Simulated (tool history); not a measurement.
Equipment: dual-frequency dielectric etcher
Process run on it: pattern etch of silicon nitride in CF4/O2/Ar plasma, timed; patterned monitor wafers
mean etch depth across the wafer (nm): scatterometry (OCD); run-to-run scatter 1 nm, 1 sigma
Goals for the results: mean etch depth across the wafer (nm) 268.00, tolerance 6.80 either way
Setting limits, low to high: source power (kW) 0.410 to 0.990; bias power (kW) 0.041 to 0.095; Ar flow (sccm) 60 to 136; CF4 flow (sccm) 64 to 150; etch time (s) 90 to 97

run	hour	source power (kW)	bias power (kW)	Ar flow (sccm)	CF4 flow (sccm)	etch time (s)	mean etch depth across the wafer (nm)
1	0.0	0.700	0.068	98	107	97	311.45
2	8.4	0.660	0.068	98	107	97	295.60
3	17.2	0.660	0.073	98	107	97	303.75
4	25.7	0.630	0.073	98	107	97	290.47
5	31.1	0.610	0.073	98	107	97	284.35
6	38.3	0.520	0.073	98	107	97	245.92
7	45.9	0.540	0.073	98	107	97	252.30
8	52.3	0.550	0.073	98	107	97	256.02
# hour 56.1: bias power generator calibrated
9	56.1	0.560	0.073	98	107	97	259.32

Which of these 5 next moves meets every target?
A	59.9	0.600	0.077	81	78	90	?
B	59.9	0.590	0.080	92	117	95	?
C	59.9	0.550	0.071	106	105	97	?
D	59.9	0.590	0.071	104	97	90	?
E	59.9	0.640	0.059	103	118	97	?

move	mean etch depth across the wafer (nm)
A	256.12
B	280.62
C	249.99
D	244.98
E	271.42
A: its largest miss is bigger than the last run's
B: the result that was furthest off in the last run now lies on the other side of its target
C: its largest miss is bigger than the last run's
D: its largest miss is bigger than the last run's
E: meets every target
Move E is the one to make.
